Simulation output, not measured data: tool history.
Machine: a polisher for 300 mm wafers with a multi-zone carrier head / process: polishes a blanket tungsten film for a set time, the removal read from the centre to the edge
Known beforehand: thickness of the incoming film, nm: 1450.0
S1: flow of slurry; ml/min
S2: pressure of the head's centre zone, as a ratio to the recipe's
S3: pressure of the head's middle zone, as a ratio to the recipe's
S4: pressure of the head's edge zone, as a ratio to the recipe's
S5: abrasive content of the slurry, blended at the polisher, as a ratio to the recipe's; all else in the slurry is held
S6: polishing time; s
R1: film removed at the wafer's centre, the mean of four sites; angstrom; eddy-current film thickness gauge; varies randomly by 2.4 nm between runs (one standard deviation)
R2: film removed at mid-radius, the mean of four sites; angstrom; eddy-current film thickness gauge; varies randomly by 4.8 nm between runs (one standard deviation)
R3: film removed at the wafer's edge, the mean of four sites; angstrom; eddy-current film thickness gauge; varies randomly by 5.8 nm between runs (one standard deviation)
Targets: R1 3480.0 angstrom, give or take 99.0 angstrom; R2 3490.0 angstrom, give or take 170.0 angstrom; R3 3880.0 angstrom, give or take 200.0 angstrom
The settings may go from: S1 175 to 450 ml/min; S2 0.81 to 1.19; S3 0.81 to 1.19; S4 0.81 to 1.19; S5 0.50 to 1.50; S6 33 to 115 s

Run 1, day 0.000: S1 290 ml/min, S2 1.00, S3 1.00, S4 1.00, S5 1.00, S6 73 s. Result: R1 4024.4 angstrom, R2 4057.7 angstrom, R3 3944.4 angstrom.
Run 2, day 0.371: S1 290 ml/min, S2 1.03, S3 1.00, S4 1.00, S5 1.00, S6 73 s. Result: R1 4114.5 angstrom, R2 4113.5 angstrom, R3 4031.8 angstrom.
Run 3, day 0.417: S1 290 ml/min, S2 1.03, S3 1.00, S4 1.00, S5 1.00, S6 63 s. Result: R1 3515.0 angstrom, R2 3578.8 angstrom, R3 3485.7 angstrom.
Run 4, day 0.712: S1 290 ml/min, S2 0.98, S3 1.00, S4 1.00, S5 1.00, S6 63 s. Result: R1 3374.8 angstrom, R2 3541.4 angstrom, R3 3339.0 angstrom.
Run 5, day 0.742: S1 290 ml/min, S2 0.98, S3 0.95, S4 1.00, S5 1.00, S6 63 s. Result: R1 3396.3 angstrom, R2 3370.5 angstrom, R3 3404.1 angstrom.
Run 6, day 1.121: S1 360 ml/min, S2 0.98, S3 0.95, S4 1.00, S5 1.00, S6 63 s. Result: R1 3482.5 angstrom, R2 3506.2 angstrom, R3 3561.0 angstrom.
Run 7, day 1.167: S1 370 ml/min, S2 0.97, S3 0.94, S4 1.03, S5 1.00, S6 63 s. Result: R1 3481.7 angstrom, R2 3430.8 angstrom, R3 3497.4 angstrom.
Run 8, day 1.279: S1 375 ml/min, S2 0.94, S3 0.91, S4 1.02, S5 1.10, S6 63 s. Result: R1 3411.0 angstrom, R2 3394.0 angstrom, R3 3574.8 angstrom.
Run 9, day 1.475: S1 380 ml/min, S2 0.93, S3 0.90, S4 1.03, S5 1.15, S6 63 s. Result: R1 3438.9 angstrom, R2 3342.5 angstrom, R3 3559.5 angstrom.

4 next moves are on the table. One of them brings every result within its allowed miss. Which?
Run A, day 1.671: S1 360 ml/min, S2 0.89, S3 1.10, S4 1.00, S5 1.00, S6 64 s. Result: R1 ?, R2 ?, R3 ?.
Run B, day 1.671: S1 335 ml/min, S2 0.91, S3 0.87, S4 1.06, S5 1.15, S6 66 s. Result: R1 ?, R2 ?, R3 ?.
Run C, day 1.671: S1 450 ml/min, S2 0.90, S3 0.92, S4 0.90, S5 1.00, S6 64 s. Result: R1 ?, R2 ?, R3 ?.
Run D, day 1.671: S1 375 ml/min, S2 1.11, S3 1.07, S4 0.96, S5 1.40, S6 51 s. Result: R1 ?, R2 ?, R3 ?.

move      R1      R2      R3
   A  3248.6  3985.7  3558.0
   B  3481.4  3486.8  3867.5
   C  3340.5  3520.6  3438.6
   D  3413.2  3322.4  2975.6
A: lands further from the targets than the last run did
B: all results in spec
C: lands further from the targets than the last run did
D: lands further from the targets than the last run did
Answer: B
